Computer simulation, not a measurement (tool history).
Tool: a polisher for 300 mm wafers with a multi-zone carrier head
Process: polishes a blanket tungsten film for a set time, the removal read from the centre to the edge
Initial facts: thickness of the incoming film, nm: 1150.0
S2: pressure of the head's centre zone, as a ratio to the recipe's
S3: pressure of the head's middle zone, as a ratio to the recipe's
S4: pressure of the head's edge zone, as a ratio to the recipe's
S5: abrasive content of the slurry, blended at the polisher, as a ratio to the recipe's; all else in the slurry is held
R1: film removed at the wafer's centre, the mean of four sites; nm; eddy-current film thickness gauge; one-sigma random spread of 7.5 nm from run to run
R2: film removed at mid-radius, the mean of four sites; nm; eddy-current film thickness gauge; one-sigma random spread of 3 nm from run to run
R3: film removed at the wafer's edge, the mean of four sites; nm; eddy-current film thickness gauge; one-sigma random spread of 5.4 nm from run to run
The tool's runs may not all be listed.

Run 1, hour 0.0: flow of slurry (ml/min) 135, S2 1.00, S3 1.00, S4 1.00, S5 1.00, polishing time (s) 77. Result: R1 316.27 nm, R2 318.72 nm, R3 321.55 nm.
Run 2, hour 5.8: flow of slurry (ml/min) 145, S2 1.03, S3 1.02, S4 1.01, S5 1.05, polishing time (s) 78. Result: R1 339.47 nm, R2 334.96 nm, R3 321.52 nm.
Run 3, hour 6.9: flow of slurry (ml/min) 145, S2 1.03, S3 1.02, S4 1.01, S5 0.90, polishing time (s) 78. Result: R1 334.05 nm, R2 320.55 nm, R3 315.71 nm.
Run 4, hour 9.1: flow of slurry (ml/min) 145, S2 1.05, S3 1.02, S4 1.02, S5 1.00, polishing time (s) 81. Result: R1 358.77 nm, R2 337.65 nm, R3 338.71 nm.
Run 5, hour 16.6: flow of slurry (ml/min) 145, S2 1.05, S3 1.02, S4 1.10, S5 1.00, polishing time (s) 81. Result: R1 348.24 nm, R2 338.58 nm, R3 352.25 nm.
Run 6, hour 19.4: flow of slurry (ml/min) 145, S2 1.05, S3 1.02, S4 1.10, S5 1.20, polishing time (s) 81. Result: R1 366.34 nm, R2 351.29 nm, R3 357.95 nm.
Run 7, hour 25.8: flow of slurry (ml/min) 150, S2 1.06, S3 1.03, S4 1.11, S5 1.25, polishing time (s) 83. Result: R1 385.13 nm, R2 370.67 nm, R3 379.72 nm.

Expected results for the next run?
Run 8, hour 26.7: flow of slurry (ml/min) 155, S2 1.08, S3 1.05, S4 1.11, S5 1.30, polishing time (s) 84. Result: R1 ?, R2 ?, R3 ?.

R1: 400.74 nm
R2: 384.14 nm
R3: 381.88 nm
